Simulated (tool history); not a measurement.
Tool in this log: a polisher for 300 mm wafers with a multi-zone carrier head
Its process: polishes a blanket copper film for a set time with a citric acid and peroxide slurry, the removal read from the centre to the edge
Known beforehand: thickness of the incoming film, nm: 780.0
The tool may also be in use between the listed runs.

run	day	flow of slurry (ml/min)	pressure of the head's centre zone	pressure of the head's middle zone	pressure of the head's edge zone	abrasive content of the slurry	polishing time (s)	film removed at the wafer's centre (Å)	film removed at mid-radius (Å)	film removed at the wafer's edge (Å)
1	0	135	1	1	1	1	58	1445.7	1452.6	1453.4
2	0.329	135	1	1	1.08	1	58	1424.5	1448	1484.8
3	0.392	105	1	1	1.08	1	58	1387.8	1391.1	1439.6
4	0.717	115	1.02	1.02	1.08	1.05	58	1440.8	1456	1463.9
5	0.812	115	1.02	1.02	1.16	1.05	58	1450.2	1457.1	1526.1
6	0.842	125	1.04	1.04	1.16	1.05	58	1502.1	1504.3	1511.7
7	1.038	130	1.05	1.05	1.16	1.1	58	1537.3	1546.3	1534.6

The next listed run, before its measurement:
8	1.096	135	1.06	1.06	1.16	1.1	58	?	?	?

{"run 8": {"film removed at the wafer's centre (Å)": 1562.2, "film removed at mid-radius (Å)": 1546.9, "film removed at the wafer's edge (Å)": 1557.7}}

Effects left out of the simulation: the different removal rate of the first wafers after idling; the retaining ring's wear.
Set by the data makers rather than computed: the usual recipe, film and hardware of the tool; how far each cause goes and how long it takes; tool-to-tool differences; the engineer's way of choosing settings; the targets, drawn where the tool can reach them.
